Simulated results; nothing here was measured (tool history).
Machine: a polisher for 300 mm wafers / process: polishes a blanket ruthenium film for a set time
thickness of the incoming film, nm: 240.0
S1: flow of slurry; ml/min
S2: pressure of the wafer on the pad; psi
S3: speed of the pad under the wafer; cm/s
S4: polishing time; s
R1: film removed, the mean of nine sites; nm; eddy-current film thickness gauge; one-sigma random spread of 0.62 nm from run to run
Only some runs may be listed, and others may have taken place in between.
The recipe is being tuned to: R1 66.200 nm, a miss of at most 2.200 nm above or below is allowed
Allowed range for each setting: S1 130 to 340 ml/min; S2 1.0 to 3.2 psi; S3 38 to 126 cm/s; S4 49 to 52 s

{"run": 1, "hour": 0.0, "S1": 220, "S2": 2.1, "S3": 82, "S4": 49, "R1": 45.075}
{"run": 2, "hour": 2.4, "S1": 220, "S2": 2.5, "S3": 82, "S4": 49, "R1": 52.413}
{"run": 3, "hour": 6.5, "S1": 220, "S2": 2.6, "S3": 82, "S4": 49, "R1": 53.549}
{"run": 4, "hour": 11.8, "S1": 220, "S2": 2.6, "S3": 82, "S4": 49, "R1": 53.633}
{"run": 5, "hour": 16.4, "S1": 220, "S2": 2.7, "S3": 82, "S4": 49, "R1": 55.721}
{"run": 6, "hour": 17.4, "S1": 220, "S2": 2.3, "S3": 82, "S4": 49, "R1": 48.231}
{"run": 7, "hour": 20.8, "S1": 220, "S2": 2.4, "S3": 82, "S4": 49, "R1": 49.492}
{"run": 8, "hour": 22.1, "S1": 220, "S2": 2.5, "S3": 82, "S4": 49, "R1": 53.456}
{"run": 9, "hour": 24.4, "S1": 220, "S2": 2.5, "S3": 82, "S4": 49, "R1": 53.292}
{"run": 10, "hour": 31.4, "S1": 220, "S2": 2.5, "S3": 82, "S4": 49, "R1": 52.325}
{"run": 11, "hour": 33.7, "S1": 220, "S2": 2.6, "S3": 82, "S4": 49, "R1": 53.406}
{"run": 12, "hour": 38.0, "S1": 220, "S2": 2.7, "S3": 82, "S4": 49, "R1": 55.349}
{"run": 13, "hour": 42.7, "S1": 220, "S2": 2.8, "S3": 82, "S4": 49, "R1": 57.505}
{"run": 14, "hour": 50.4, "S1": 220, "S2": 2.9, "S3": 82, "S4": 49, "R1": 59.907}
{"run": 15, "hour": 53.0, "S1": 225, "S2": 3.1, "S3": 82, "S4": 49, "R1": 64.376}
{"run": 16, "hour": 54.6, "S1": 225, "S2": 3.1, "S3": 82, "S4": 49, "R1": 63.852}

Which one of the following 4 next-run settings gets every result inside its allowed miss? There is exactly one.
{"run": "A", "hour": 56.2, "S1": 175, "S2": 2.7, "S3": 86, "S4": 51, "R1": "?"}
{"run": "B", "hour": 56.2, "S1": 190, "S2": 3.1, "S3": 82, "S4": 49, "R1": "?"}
{"run": "C", "hour": 56.2, "S1": 235, "S2": 3.0, "S3": 76, "S4": 52, "R1": "?"}
{"run": "D", "hour": 56.2, "S1": 215, "S2": 3.2, "S3": 78, "S4": 52, "R1": "?"}

move=A R1=59.798
move=B R1=62.756
move=C R1=61.563
move=D R1=66.267
A: the biggest miss grows against the last run
B: the biggest miss grows against the last run
C: the biggest miss grows against the last run
D: each result inside its tolerance
Answer: D
